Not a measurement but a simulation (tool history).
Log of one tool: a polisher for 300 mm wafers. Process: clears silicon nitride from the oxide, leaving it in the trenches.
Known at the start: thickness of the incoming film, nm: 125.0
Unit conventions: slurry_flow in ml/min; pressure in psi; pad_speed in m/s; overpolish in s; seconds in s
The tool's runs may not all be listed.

{"run": 1, "hour": 0.0, "slurry_flow": 170, "pressure": 3, "pad_speed": 1.26, "overpolish": 7, "seconds": 81.988}
{"run": 2, "hour": 6.1, "slurry_flow": 170, "pressure": 2.5, "pad_speed": 1.26, "overpolish": 7, "seconds": 94.6}
{"run": 3, "hour": 13.1, "slurry_flow": 170, "pressure": 2.9, "pad_speed": 1.26, "overpolish": 7, "seconds": 84.182}
{"run": 4, "hour": 16.4, "slurry_flow": 170, "pressure": 3.2, "pad_speed": 1.28, "overpolish": 7, "seconds": 75.705}
{"run": 5, "hour": 20.9, "slurry_flow": 210, "pressure": 3.2, "pad_speed": 1.28, "overpolish": 7, "seconds": 73.337}
{"run": 6, "hour": 29.4, "slurry_flow": 210, "pressure": 2.8, "pad_speed": 1.28, "overpolish": 7, "seconds": 83.253}

Run 7 is up next; what results do you expect?
{"run": 7, "hour": 37.1, "slurry_flow": 210, "pressure": 3.1, "pad_speed": 1.3, "overpolish": 7, "seconds": "?"}

{"run 7": {"seconds": 73.891}}
